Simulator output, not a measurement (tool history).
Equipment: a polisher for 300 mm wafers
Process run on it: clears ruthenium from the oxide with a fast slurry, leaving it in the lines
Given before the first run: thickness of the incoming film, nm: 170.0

run	hour	flow of slurry (ml/min)	pressure of the wafer on the pad (psi)	speed of the pad under the wafer (m/s)	abrasive content of the slurry	overpolish time after the end point (s)	time until the end point was called (s)	dishing of a wide line in a test structure (angstrom)
1	0	315	2.4	1.08	1	22	50.487	494.1
2	5	315	2.4	0.88	1	22	57.289	462.76
3	13.4	315	2.7	0.98	1	18	47.262	443.09
4	19.9	315	2.7	0.98	1	24	48.464	517.94
5	22.4	315	2.7	0.98	1	28	48.016	583.85
# hour 30.8: worn pad replaced by a new one
6	30.8	315	3	1.04	1	22	38.76	549.05
7	35	315	3.2	1.02	1	18	35.805	530.91
8	36.8	315	3.3	1.08	0.95	15	35.856	487.41
9	43.5	310	3.4	1.1	1	13	32.447	463.95
10	44.6	275	3.3	1.14	1.1	11	31.224	425.16
11	50.6	250	3.3	1.16	1.15	10	30.687	409.96
12	54.2	235	3.3	1.18	1.25	9	29.013	417.16

Run 13 comes next. What will it give?
13	56.1	220	3.4	1.24	1.15	8	?	?

time until the end point was called (s): 28.177
dishing of a wide line in a test structure (angstrom): 366.5
